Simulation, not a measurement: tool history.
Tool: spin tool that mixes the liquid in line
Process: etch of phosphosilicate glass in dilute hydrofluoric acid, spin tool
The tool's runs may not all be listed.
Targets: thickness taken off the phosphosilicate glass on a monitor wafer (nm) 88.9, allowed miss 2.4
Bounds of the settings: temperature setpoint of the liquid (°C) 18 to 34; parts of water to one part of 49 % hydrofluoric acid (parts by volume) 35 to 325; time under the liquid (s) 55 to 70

run  hour  temperature setpoint of the liquid (°C)  parts of water to one part of 49 % hydrofluoric acid (parts by volume)  time under the liquid (s)  thickness taken off the phosphosilicate glass on a monitor wafer (nm)
  1     0                                       26                                                                     180                         70                                                                 30.025
  2   1.1                                       26                                                                     125                         70                                                                 45.775
  3   9.2                                       26                                                                     125                         55                                                                 35.562
  4  13.5                                       29                                                                     125                         55                                                                 39.642
  5  18.6                                       31                                                                     125                         55                                                                 43.223
  6  20.7                                       32                                                                     100                         55                                                                 57.874
  7  27.4                                     32.5                                                                      90                         55                                                                 65.429
  8  32.5                                       34                                                                      50                         55                                                                 137.15
  9  33.7                                       30                                                                      50                         55                                                                 117.15
 10  42.8                                     27.5                                                                      55                         55                                                                 96.315
 11  51.2                                       27                                                                      55                         55                                                                 93.847
 12  57.6                                     26.5                                                                      55                         55                                                                 92.353

Which of these 4 next moves meets every target?
  A    64                                     32.5                                                                      75                         60                                                                      ?
  B    64                                       26                                                                      60                         55                                                                      ?
  C    64                                     26.5                                                                      60                         55                                                                      ?
  D    64                                       32                                                                      90                         70                                                                      ?

move  thickness taken off the phosphosilicate glass on a monitor wafer (nm)
   A                                                                 88.711
   B                                                                 81.026
   C                                                                 82.657
   D                                                                 82.566
A: meets every target
B: takes the result that was furthest off past its target
C: takes the result that was furthest off past its target
D: takes the result that was furthest off past its target
Answer: A
